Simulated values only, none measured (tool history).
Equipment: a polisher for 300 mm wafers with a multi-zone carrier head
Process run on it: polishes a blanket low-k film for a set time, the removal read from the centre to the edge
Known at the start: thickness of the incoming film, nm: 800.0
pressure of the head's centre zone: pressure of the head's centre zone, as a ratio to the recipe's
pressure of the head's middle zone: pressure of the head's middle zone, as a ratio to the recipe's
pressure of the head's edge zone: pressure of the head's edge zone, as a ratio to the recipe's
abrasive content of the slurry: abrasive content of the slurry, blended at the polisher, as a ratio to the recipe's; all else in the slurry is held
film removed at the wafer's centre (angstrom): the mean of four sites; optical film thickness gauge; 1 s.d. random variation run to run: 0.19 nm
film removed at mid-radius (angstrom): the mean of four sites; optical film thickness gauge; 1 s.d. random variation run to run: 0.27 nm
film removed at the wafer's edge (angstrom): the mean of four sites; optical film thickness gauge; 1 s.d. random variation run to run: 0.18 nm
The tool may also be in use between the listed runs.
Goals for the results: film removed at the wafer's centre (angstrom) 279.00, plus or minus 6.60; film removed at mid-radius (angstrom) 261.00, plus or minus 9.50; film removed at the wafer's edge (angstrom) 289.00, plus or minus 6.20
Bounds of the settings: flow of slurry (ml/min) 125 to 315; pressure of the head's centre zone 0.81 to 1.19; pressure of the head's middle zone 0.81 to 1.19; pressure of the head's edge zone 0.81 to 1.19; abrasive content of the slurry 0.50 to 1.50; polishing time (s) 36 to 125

| run | day | flow of slurry (ml/min) | pressure of the head's centre zone | pressure of the head's middle zone | pressure of the head's edge zone | abrasive content of the slurry | polishing time (s) | film removed at the wafer's centre (angstrom) | film removed at mid-radius (angstrom) | film removed at the wafer's edge (angstrom) |
|---|---|---|---|---|---|---|---|---|---|---|
| 1 | 0.000 | 205 | 1.00 | 1.00 | 1.00 | 1.00 | 80 | 245.14 | 249.16 | 242.15 |
| 2 | 0.354 | 215 | 1.01 | 0.99 | 1.03 | 1.00 | 80 | 251.36 | 250.36 | 248.62 |
| 3 | 0.458 | 215 | 1.01 | 1.05 | 1.03 | 1.00 | 80 | 248.18 | 260.57 | 251.42 |
| 4 | 0.621 | 215 | 1.05 | 1.05 | 1.03 | 1.00 | 80 | 254.77 | 264.06 | 246.32 |
| 5 | 0.854 | 215 | 1.05 | 1.13 | 1.03 | 1.00 | 80 | 258.08 | 277.39 | 247.20 |
| 6 | 1.225 | 225 | 1.05 | 1.10 | 1.06 | 1.00 | 80 | 258.07 | 272.04 | 254.63 |
| 7 | 1.550 | 235 | 1.05 | 1.08 | 1.08 | 1.00 | 80 | 256.98 | 268.36 | 257.20 |
| 8 | 1.700 | 240 | 1.06 | 1.06 | 1.10 | 1.00 | 80 | 261.71 | 263.23 | 259.98 |
| 9 | 1.825 | 245 | 1.06 | 1.05 | 1.11 | 1.00 | 80 | 264.85 | 263.67 | 259.59 |
| 10 | 1.908 | 250 | 1.05 | 1.03 | 1.12 | 1.00 | 80 | 261.68 | 257.74 | 260.85 |
| 11 | 2.129 | 250 | 1.05 | 1.03 | 1.12 | 1.00 | 80 | 257.01 | 263.38 | 264.10 |
| 12 | 2.371 | 255 | 1.06 | 1.01 | 1.13 | 1.00 | 80 | 264.23 | 258.47 | 262.51 |
| 13 | 2.742 | 255 | 1.06 | 1.01 | 1.13 | 1.00 | 80 | 263.45 | 253.51 | 265.42 |
| 14 | 2.788 | 260 | 1.06 | 1.01 | 1.14 | 1.00 | 80 | 264.16 | 258.03 | 265.45 |

Next run, 5 choices. One meets every target within its allowed miss, the rest don't. Which?
| A | 2.833 | 275 | 0.97 | 0.89 | 1.19 | 0.95 | 93 | ? | ? | ? |
| B | 2.833 | 205 | 0.97 | 0.97 | 1.19 | 1.15 | 80 | ? | ? | ? |
| C | 2.833 | 270 | 1.10 | 1.07 | 1.09 | 1.00 | 73 | ? | ? | ? |
| D | 2.833 | 225 | 0.90 | 0.98 | 1.19 | 0.95 | 94 | ? | ? | ? |
| E | 2.833 | 210 | 0.99 | 0.91 | 1.10 | 1.20 | 83 | ? | ? | ? |

| move | film removed at the wafer's centre (angstrom) | film removed at mid-radius (angstrom) | film removed at the wafer's edge (angstrom) |
|---|---|---|---|
| A | 276.66 | 265.23 | 307.01 |
| B | 253.88 | 262.17 | 284.04 |
| C | 245.13 | 249.10 | 236.45 |
| D | 259.56 | 285.47 | 305.82 |
| E | 273.21 | 263.47 | 290.03 |
A: takes the result that was furthest off past its target
B: the furthest-off result lands on target, but another misses its tolerance
C: its largest miss is bigger than the last run's
D: takes the result that was furthest off past its target
E: each result inside its tolerance
Move E is the one to make.
